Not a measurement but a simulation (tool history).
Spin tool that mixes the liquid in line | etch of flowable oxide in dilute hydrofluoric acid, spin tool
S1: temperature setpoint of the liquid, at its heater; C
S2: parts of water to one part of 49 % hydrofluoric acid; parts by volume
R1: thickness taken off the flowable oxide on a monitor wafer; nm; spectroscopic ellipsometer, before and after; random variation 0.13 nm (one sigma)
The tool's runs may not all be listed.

Run 1, day 0.000: S1 23.0 C, S2 165 parts by volume, time under the liquid (s) 55. Result: R1 7.5115 nm.
Run 2, day 0.092: S1 24.5 C, S2 145 parts by volume, time under the liquid (s) 55. Result: R1 9.4276 nm.
Run 3, day 0.229: S1 28.0 C, S2 145 parts by volume, time under the liquid (s) 55. Result: R1 10.6070 nm.
Run 4, day 0.262: S1 28.0 C, S2 180 parts by volume, time under the liquid (s) 55. Result: R1 8.2630 nm.
Run 5, day 0.512: S1 28.5 C, S2 155 parts by volume, time under the liquid (s) 55. Result: R1 10.1710 nm.
Run 6, day 0.650: S1 29.0 C, S2 135 parts by volume, time under the liquid (s) 55. Result: R1 11.9910 nm.
Run 7, day 0.733: S1 29.5 C, S2 120 parts by volume, time under the liquid (s) 55. Result: R1 14.1540 nm.
Run 8, day 0.962: S1 30.0 C, S2 110 parts by volume, time under the liquid (s) 55. Result: R1 15.8820 nm.
Run 9, day 1.225: S1 30.0 C, S2 105 parts by volume, time under the liquid (s) 55. Result: R1 16.8610 nm.
Run 10, day 1.600: S1 30.0 C, S2 100 parts by volume, time under the liquid (s) 55. Result: R1 17.5970 nm.
Run 11, day 1.875: S1 31.0 C, S2 75 parts by volume, time under the liquid (s) 55. Result: R1 25.2820 nm.
Run 12, day 2.167: S1 28.0 C, S2 75 parts by volume, time under the liquid (s) 55. Result: R1 22.9950 nm.
Run 13, day 2.388: S1 28.0 C, S2 75 parts by volume, time under the liquid (s) 55. Result: R1 22.7380 nm.

Run 14 comes next. What will it give?
Run 14, day 2.646: S1 27.5 C, S2 75 parts by volume, time under the liquid (s) 55. Result: R1 ?.

R1: 22.2800 nm
